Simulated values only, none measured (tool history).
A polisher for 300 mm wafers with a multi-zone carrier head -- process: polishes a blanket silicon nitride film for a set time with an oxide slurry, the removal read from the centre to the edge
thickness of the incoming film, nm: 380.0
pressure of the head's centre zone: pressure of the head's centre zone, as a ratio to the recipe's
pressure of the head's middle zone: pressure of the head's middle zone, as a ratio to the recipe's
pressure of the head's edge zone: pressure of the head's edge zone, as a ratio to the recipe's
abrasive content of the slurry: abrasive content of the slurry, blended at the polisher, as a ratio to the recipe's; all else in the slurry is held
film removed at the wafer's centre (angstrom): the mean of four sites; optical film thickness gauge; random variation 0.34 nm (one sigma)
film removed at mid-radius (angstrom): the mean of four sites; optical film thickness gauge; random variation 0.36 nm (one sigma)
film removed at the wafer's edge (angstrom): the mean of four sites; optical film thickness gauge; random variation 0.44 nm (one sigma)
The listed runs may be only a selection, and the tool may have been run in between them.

run	hour	flow of slurry (ml/min)	pressure of the head's centre zone	pressure of the head's middle zone	pressure of the head's edge zone	abrasive content of the slurry	polishing time (s)	film removed at the wafer's centre (angstrom)	film removed at mid-radius (angstrom)	film removed at the wafer's edge (angstrom)
1	0	315	1	1	1	1	85	643.93	621.36	638.65
2	6.8	315	1	1	1	1	77	587	567.77	579.98
3	11.9	305	0.97	0.99	0.99	1	77	560.58	547.83	578.54
4	13.2	295	0.95	1	0.98	1	77	555.58	561.7	566.13
5	21.4	290	0.92	0.99	0.98	1	77	538.66	554.48	570.28
6	29.1	290	0.92	0.99	1.01	1	77	537.25	554.69	575.1

For run 7, what comes out?
7	29.6	245	0.83	0.95	0.97	0.95	77	?	?	?

film removed at the wafer's centre (angstrom): 460.38
film removed at mid-radius (angstrom): 505.56
film removed at the wafer's edge (angstrom): 545.79
